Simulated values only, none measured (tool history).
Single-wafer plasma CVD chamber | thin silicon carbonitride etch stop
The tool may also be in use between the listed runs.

run  hour  RF power (W)  deposition time (s)  mean film thickness on the monitor wafer (angstrom)
  1     0           185                 9.98                                                56.18
  2   3.7           185                10.98                                               61.971
  3   8.2           165                10.98                                               60.483
  4   8.8           165                11.47                                               63.113
  5  15.7           165                10.57                                               58.036
  6  17.7           140                10.57                                               55.872
  7  18.4           140                10.31                                               54.779
  8  24.3           140                10.07                                               53.288

Run 9 comes next. What will it give?
  9  32.3           140                 9.88                                                    ?

mean film thickness on the monitor wafer (angstrom): 52.328

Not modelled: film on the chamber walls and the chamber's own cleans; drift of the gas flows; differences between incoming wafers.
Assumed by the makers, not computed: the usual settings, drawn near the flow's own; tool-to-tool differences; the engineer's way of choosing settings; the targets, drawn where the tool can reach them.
